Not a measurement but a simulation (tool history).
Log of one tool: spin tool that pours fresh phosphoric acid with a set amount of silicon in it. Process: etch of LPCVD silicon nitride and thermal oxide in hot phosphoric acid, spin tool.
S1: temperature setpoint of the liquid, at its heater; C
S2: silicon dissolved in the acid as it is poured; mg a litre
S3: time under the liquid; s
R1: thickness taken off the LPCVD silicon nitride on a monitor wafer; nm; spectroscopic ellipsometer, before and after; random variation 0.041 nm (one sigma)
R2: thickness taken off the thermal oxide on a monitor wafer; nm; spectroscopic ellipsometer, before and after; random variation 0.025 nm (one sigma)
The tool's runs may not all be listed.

run,hour,S1,S2,S3,R1,R2
1,0.0,163.0,11.0,65,7.7158,0.12654
2,3.5,163.0,11.0,90,10.6330,0.25465
3,8.9,162.0,8.0,80,9.0857,0.22424
4,17.3,162.0,4.5,80,9.0808,0.24689
5,26.0,161.0,4.0,75,8.3558,0.26809
6,26.7,161.0,0.0,75,8.3074,0.20016

Forecast run 7:
7,30.5,160.5,0.0,70,?,?

{"run 7": {"R1": 7.6033, "R2": 0.24231}}
